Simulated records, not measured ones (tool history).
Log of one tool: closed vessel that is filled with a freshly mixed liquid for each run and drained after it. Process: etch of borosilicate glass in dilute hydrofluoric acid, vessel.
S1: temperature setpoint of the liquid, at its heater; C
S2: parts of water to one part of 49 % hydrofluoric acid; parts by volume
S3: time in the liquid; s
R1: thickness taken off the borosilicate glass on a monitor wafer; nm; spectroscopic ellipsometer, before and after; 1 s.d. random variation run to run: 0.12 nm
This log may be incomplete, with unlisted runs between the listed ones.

{"run": 1, "hour": 0.0, "S1": 21.0, "S2": 115, "S3": 130, "R1": 27.236}
{"run": 2, "hour": 2.7, "S1": 20.5, "S2": 115, "S3": 130, "R1": 26.516}
{"run": 3, "hour": 8.2, "S1": 20.5, "S2": 115, "S3": 130, "R1": 26.672}
{"run": 4, "hour": 12.0, "S1": 20.5, "S2": 115, "S3": 130, "R1": 26.533}
{"run": 5, "hour": 17.6, "S1": 20.0, "S2": 115, "S3": 130, "R1": 26.162}
{"run": 6, "hour": 20.6, "S1": 20.0, "S2": 115, "S3": 140, "R1": 28.168}

Estimate the outcome of run 7 from the log above:
{"run": 7, "hour": 25.8, "S1": 19.5, "S2": 115, "S3": 140, "R1": "?"}

Run 7 produced R1 27.606 nm.
